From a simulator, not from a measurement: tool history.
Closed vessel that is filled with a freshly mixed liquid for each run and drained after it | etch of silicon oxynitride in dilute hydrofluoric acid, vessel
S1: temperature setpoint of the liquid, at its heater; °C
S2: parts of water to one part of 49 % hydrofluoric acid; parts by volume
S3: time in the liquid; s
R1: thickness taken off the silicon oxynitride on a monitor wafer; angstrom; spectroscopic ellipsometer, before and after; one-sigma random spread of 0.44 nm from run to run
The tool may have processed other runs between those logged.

{"run": 1, "day": 0.0, "S1": 22, "S2": 215, "S3": 2850, "R1": 462.69}
{"run": 2, "day": 0.233, "S1": 22, "S2": 280, "S3": 2850, "R1": 336.7}
{"run": 3, "day": 0.446, "S1": 20.5, "S2": 280, "S3": 2850, "R1": 316.88}
{"run": 4, "day": 0.525, "S1": 20.5, "S2": 315, "S3": 2850, "R1": 273.74}
{"run": 5, "day": 0.588, "S1": 20.5, "S2": 315, "S3": 3055, "R1": 294.87}
{"run": 6, "day": 0.654, "S1": 19, "S2": 315, "S3": 3055, "R1": 276.03}
{"run": 7, "day": 0.996, "S1": 20.5, "S2": 280, "S3": 3055, "R1": 338.68}
{"run": 8, "day": 1.192, "S1": 22, "S2": 245, "S3": 3055, "R1": 421.22}

Run 9 is up next; what results do you expect?
{"day": 1.271, "done": "hydrofluoric acid flow meter replaced"}
{"run": 9, "day": 1.271, "S1": 23, "S2": 215, "S3": 3055, "R1": "?"}

R1: 587.32 angstrom
